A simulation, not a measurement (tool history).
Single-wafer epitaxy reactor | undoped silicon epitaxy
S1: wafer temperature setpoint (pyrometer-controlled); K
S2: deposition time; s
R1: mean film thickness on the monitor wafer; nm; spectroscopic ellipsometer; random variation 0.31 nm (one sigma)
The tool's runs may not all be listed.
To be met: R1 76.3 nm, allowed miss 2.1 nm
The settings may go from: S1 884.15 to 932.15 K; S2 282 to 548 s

run,hour,S1,S2,R1
1,0,908.15,415,51.693
2,2.3,916.15,415,63.303
3,4.4,925.15,415,79.765
4,7.3,932.15,415,94.046
5,10.9,932.15,445,100.94
6,13,932.15,392,89.371
7,15.4,930.15,392,85.057
8,17.6,929.15,392,82.346
9,25,928.15,392,80.217

Which of these 5 next moves meets every target?
A,32.4,920.15,420,?
B,32.4,928.15,397,?
C,32.4,923.15,391,?
D,32.4,921.15,401,?
E,32.4,932.15,333,?

move,R1
A,71.321
B,82.121
C,71.529
D,69.81
E,75.916
A: takes the result that was furthest off past its target
B: further off than the last run
C: takes the result that was furthest off past its target
D: takes the result that was furthest off past its target
E: meets every target
Move E is the one to make.
